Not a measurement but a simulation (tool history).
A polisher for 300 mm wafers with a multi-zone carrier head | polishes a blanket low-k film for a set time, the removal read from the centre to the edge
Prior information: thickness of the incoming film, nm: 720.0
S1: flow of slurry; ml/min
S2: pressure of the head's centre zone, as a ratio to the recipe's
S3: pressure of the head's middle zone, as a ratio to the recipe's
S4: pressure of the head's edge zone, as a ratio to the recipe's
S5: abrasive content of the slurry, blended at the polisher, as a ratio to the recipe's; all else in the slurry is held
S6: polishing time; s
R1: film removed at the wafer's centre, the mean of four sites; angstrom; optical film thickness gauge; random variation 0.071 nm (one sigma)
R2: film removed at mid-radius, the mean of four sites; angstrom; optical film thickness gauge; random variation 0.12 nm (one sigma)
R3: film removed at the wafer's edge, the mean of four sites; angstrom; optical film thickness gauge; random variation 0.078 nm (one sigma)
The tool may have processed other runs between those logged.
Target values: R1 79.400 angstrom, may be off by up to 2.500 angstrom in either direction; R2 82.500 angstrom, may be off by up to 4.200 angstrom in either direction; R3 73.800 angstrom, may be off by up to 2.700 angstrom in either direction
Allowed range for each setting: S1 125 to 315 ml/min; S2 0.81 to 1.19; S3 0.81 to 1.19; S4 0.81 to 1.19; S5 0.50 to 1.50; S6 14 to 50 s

run,hour,S1,S2,S3,S4,S5,S6,R1,R2,R3
1,0.0,205,1.00,1.00,1.00,1.00,32,112.820,114.620,112.800
2,5.0,240,1.00,1.00,1.00,1.00,32,113.450,117.310,112.290
3,7.3,245,1.00,1.00,0.97,0.85,31,102.200,103.470,102.500
4,11.8,255,1.02,1.04,0.94,0.75,29,92.903,95.137,88.956
5,13.5,255,1.02,1.04,0.94,0.75,35,112.300,116.750,106.850
6,15.3,255,1.02,1.04,0.94,0.95,35,124.500,130.690,118.470
7,22.8,255,1.02,1.05,0.92,0.80,33,110.570,113.010,104.100
8,30.1,255,1.02,1.07,0.92,0.70,31,94.433,100.170,89.401
9,38.6,240,1.02,1.07,0.90,0.65,31,90.847,94.520,85.143
10,46.3,215,1.01,1.07,0.88,0.65,31,89.367,97.933,83.787
11,51.5,215,1.01,1.05,0.87,0.60,31,85.018,88.449,80.009
12,55.6,200,1.01,1.05,0.85,0.60,31,83.444,89.353,79.352
13,63.0,195,1.02,1.04,0.84,0.60,31,85.296,86.171,78.191
14,68.1,185,1.01,1.04,0.83,0.60,31,84.334,87.095,76.026
15,69.4,180,1.00,1.03,0.83,0.60,31,81.976,86.321,77.067
16,76.2,175,1.00,1.03,0.82,0.60,31,82.878,87.618,76.988
17,77.1,170,1.00,1.02,0.82,0.60,31,81.725,84.569,76.485
18,83.1,155,1.00,1.03,0.81,0.55,31,77.372,81.593,71.036
19,85.1,155,1.00,1.03,0.81,0.55,31,77.499,78.909,72.326
# hour 87.3: worn pad replaced by a new one
20,87.3,175,1.01,1.06,0.82,0.55,31,89.567,93.649,82.221
21,93.2,130,1.01,1.06,0.81,0.55,31,84.321,89.301,79.391
22,97.7,140,1.01,1.05,0.81,0.55,31,85.334,90.784,78.858
23,103.6,155,1.01,1.04,0.81,0.55,31,88.087,92.928,81.491
24,107.1,175,1.00,1.04,0.82,0.55,31,88.546,90.483,82.210
25,110.2,165,1.01,1.04,0.83,0.55,31,87.119,93.094,82.091
26,115.8,165,1.01,1.04,0.83,0.55,31,88.389,94.906,82.130
27,123.3,185,1.00,1.04,0.83,0.55,31,88.598,94.885,83.292

4 candidate next runs follow, results not yet known. Just one meets every target within its allowed miss. Identify it.
A,130.8,190,1.16,0.88,0.81,0.80,24,?,?,?
B,130.8,205,1.00,1.03,0.84,0.50,29,?,?,?
C,130.8,245,0.94,1.10,0.81,0.60,34,?,?,?
D,130.8,215,1.11,1.12,0.81,0.55,32,?,?,?

move,R1,R2,R3
A,96.623,78.826,79.012
B,80.405,84.992,75.288
C,101.730,119.600,98.171
D,103.420,107.090,86.934
A: further off than the last run
B: every result lands within tolerance
C: further off than the last run
D: further off than the last run
Answer: B

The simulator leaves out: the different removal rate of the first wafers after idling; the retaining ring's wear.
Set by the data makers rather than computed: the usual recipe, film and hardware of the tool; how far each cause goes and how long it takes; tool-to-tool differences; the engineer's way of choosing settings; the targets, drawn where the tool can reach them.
